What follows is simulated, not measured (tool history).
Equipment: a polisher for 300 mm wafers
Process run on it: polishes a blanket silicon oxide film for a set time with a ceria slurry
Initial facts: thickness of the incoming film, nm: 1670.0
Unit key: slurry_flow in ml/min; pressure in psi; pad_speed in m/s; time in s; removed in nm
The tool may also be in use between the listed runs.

Run 1, hour 0.0: slurry_flow 250 ml/min, pressure 2.0 psi, pad_speed 0.84 m/s, time 103 s. Result: removed 244.08 nm.
Run 2, hour 7.7: slurry_flow 250 ml/min, pressure 2.0 psi, pad_speed 0.84 m/s, time 103 s. Result: removed 242.86 nm.
Run 3, hour 14.2: slurry_flow 250 ml/min, pressure 1.8 psi, pad_speed 0.84 m/s, time 103 s. Result: removed 224.79 nm.
Run 4, hour 15.9: slurry_flow 250 ml/min, pressure 1.6 psi, pad_speed 0.84 m/s, time 103 s. Result: removed 212.58 nm.
Run 5, hour 17.1: slurry_flow 200 ml/min, pressure 1.6 psi, pad_speed 0.84 m/s, time 103 s. Result: removed 205.06 nm.
Run 6, hour 18.0: slurry_flow 200 ml/min, pressure 1.4 psi, pad_speed 0.84 m/s, time 103 s. Result: removed 197.36 nm.

What does the tool deliver on the next run?
Run 7, hour 20.9: slurry_flow 200 ml/min, pressure 1.3 psi, pad_speed 0.82 m/s, time 103 s. Result: removed ?.

removed: 189.29 nm

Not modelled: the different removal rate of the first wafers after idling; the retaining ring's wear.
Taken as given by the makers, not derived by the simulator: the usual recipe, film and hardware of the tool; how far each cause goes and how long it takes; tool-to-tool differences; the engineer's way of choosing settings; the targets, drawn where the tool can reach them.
